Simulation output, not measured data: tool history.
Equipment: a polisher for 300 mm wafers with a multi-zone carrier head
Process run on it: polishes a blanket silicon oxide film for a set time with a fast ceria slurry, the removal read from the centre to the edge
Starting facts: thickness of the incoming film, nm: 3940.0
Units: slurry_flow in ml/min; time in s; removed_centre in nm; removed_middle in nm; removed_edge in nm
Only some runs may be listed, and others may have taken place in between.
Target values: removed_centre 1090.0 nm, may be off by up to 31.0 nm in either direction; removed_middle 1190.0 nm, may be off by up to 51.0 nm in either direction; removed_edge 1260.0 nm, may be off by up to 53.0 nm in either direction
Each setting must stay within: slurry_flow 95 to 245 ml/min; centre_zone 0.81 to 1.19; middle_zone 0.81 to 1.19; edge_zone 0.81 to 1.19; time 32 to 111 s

run,hour,slurry_flow,centre_zone,middle_zone,edge_zone,time,removed_centre,removed_middle,removed_edge
1,0.0,155,1.00,1.00,1.00,71,1365.4,1379.5,1358.3
2,5.8,150,0.98,0.99,1.00,71,1329.8,1387.7,1356.5
3,11.4,150,0.98,0.95,1.00,71,1319.6,1320.6,1345.3
4,12.8,150,1.05,0.95,1.00,71,1393.3,1355.0,1332.9
5,15.4,145,1.02,0.95,1.00,71,1367.6,1314.0,1314.4
6,20.6,140,0.99,0.95,1.00,71,1314.0,1279.2,1325.2
7,24.6,135,0.97,0.96,0.99,71,1291.0,1344.5,1334.8
8,27.6,130,0.96,0.95,0.99,70,1244.4,1264.9,1322.2
9,29.8,130,0.95,0.95,0.98,70,1248.1,1249.8,1279.6
10,34.8,125,0.93,0.95,0.98,70,1200.3,1261.6,1285.6
11,38.8,120,0.92,0.95,0.98,70,1177.0,1205.1,1281.9
12,40.2,115,0.91,0.96,0.98,70,1168.4,1209.9,1282.0
13,46.1,115,0.90,0.96,0.98,70,1153.5,1222.9,1269.3
14,48.0,115,0.89,0.96,0.98,70,1144.3,1235.3,1280.5

Exactly one of the 5 candidate moves below puts every result within its allowed miss. Which one?
A,49.9,95,1.03,1.10,1.02,65,?,?,?
B,49.9,120,0.92,1.00,0.92,65,?,?,?
C,49.9,110,0.98,0.93,0.94,70,?,?,?
D,49.9,120,0.86,0.89,0.92,72,?,?,?
E,49.9,130,0.82,0.93,1.01,67,?,?,?

move,removed_centre,removed_middle,removed_edge
A,1070.7,1199.2,1137.2
B,1083.1,1191.6,1140.0
C,1179.6,1177.1,1219.9
D,1149.2,1197.6,1264.7
E,1063.9,1180.4,1247.6
A: the worst result of the last run now meets its target, but another is out of spec
B: the worst result of the last run now meets its target, but another is out of spec
C: misses by more than the last run did
D: misses by more than the last run did
E: all results in spec
The right move is E.
